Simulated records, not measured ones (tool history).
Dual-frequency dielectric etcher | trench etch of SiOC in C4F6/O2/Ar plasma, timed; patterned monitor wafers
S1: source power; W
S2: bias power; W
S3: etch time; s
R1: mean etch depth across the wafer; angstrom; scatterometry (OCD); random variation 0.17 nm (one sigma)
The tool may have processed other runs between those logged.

Run 1, hour 0.0: S1 280 W, S2 164 W, S3 12.5 s. Result: R1 222.35 angstrom.
Run 2, hour 5.6: S1 310 W, S2 171 W, S3 12.5 s. Result: R1 230.40 angstrom.
Run 3, hour 7.1: S1 310 W, S2 196 W, S3 12.5 s. Result: R1 244.51 angstrom.
Run 4, hour 12.1: S1 270 W, S2 196 W, S3 12.5 s. Result: R1 232.35 angstrom.
Run 5, hour 16.4: S1 270 W, S2 218 W, S3 12.5 s. Result: R1 240.34 angstrom.
Run 6, hour 18.9: S1 270 W, S2 190 W, S3 12.5 s. Result: R1 230.82 angstrom.
Run 7, hour 20.0: S1 300 W, S2 199 W, S3 12.5 s. Result: R1 242.53 angstrom.

Expected results for the next run?
Run 8, hour 24.5: S1 320 W, S2 202 W, S3 12.5 s. Result: R1 ?.

{"run 8": {"R1": 247.98}}
